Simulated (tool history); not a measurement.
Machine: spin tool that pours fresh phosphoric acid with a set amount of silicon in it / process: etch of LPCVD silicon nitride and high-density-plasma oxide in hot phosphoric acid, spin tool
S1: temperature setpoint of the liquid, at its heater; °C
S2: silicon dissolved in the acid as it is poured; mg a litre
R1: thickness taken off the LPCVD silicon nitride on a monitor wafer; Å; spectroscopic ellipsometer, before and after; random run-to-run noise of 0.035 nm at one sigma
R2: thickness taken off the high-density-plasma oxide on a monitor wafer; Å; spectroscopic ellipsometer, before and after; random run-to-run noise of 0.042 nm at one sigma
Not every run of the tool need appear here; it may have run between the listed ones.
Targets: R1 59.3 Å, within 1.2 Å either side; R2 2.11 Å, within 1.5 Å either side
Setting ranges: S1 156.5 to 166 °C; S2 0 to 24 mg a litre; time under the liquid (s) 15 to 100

Run 1, hour 0: S1 161 °C, S2 10.5 mg a litre, time under the liquid (s) 50. Result: R1 43.898 Å, R2 1.9453 Å.
Run 2, hour 4.8: S1 160 °C, S2 10.5 mg a litre, time under the liquid (s) 50. Result: R1 42.655 Å, R2 1.6079 Å.
Run 3, hour 6.8: S1 162 °C, S2 10.5 mg a litre, time under the liquid (s) 50. Result: R1 45.678 Å, R2 1.6343 Å.
Run 4, hour 13.1: S1 163.5 °C, S2 10.5 mg a litre, time under the liquid (s) 50. Result: R1 47.803 Å, R2 1.8046 Å.
Run 5, hour 18.7: S1 164 °C, S2 10.5 mg a litre, time under the liquid (s) 50. Result: R1 48.486 Å, R2 1.8487 Å.
Run 6, hour 21.3: S1 164.5 °C, S2 11 mg a litre, time under the liquid (s) 50. Result: R1 49.162 Å, R2 1.7852 Å.
Run 7, hour 29.9: S1 165 °C, S2 11 mg a litre, time under the liquid (s) 50. Result: R1 50.525 Å, R2 0.9779 Å.
Run 8, hour 34.9: S1 165 °C, S2 8.5 mg a litre, time under the liquid (s) 55. Result: R1 54.824 Å, R2 1.0558 Å.
Run 9, hour 43.4: S1 166 °C, S2 5 mg a litre, time under the liquid (s) 60. Result: R1 62.343 Å, R2 2.7944 Å.
Run 10, hour 51.2: S1 165.5 °C, S2 6 mg a litre, time under the liquid (s) 60. Result: R1 61.719 Å, R2 2.9982 Å.

Consider the 4 candidate settings below. Which is the only one whose results all fall within their allowed miss of target?
Run A, hour 59: S1 160 °C, S2 15 mg a litre, time under the liquid (s) 70. Result: R1 ?, R2 ?.
Run B, hour 59: S1 166 °C, S2 0 mg a litre, time under the liquid (s) 60. Result: R1 ?, R2 ?.
Run C, hour 59: S1 165.5 °C, S2 8 mg a litre, time under the liquid (s) 60. Result: R1 ?, R2 ?.
Run D, hour 59: S1 165.5 °C, S2 5 mg a litre, time under the liquid (s) 60. Result: R1 ?, R2 ?.

move      R1      R2
   A  59.485  1.6786
   B  62.199  3.0673
   C   61.19  2.5283
   D   61.19  2.6896
A: all results in spec
B: misses by more than the last run did
C: an improvement on the last run, though not all results are within tolerance
D: an improvement on the last run, though not all results are within tolerance
A meets every target.

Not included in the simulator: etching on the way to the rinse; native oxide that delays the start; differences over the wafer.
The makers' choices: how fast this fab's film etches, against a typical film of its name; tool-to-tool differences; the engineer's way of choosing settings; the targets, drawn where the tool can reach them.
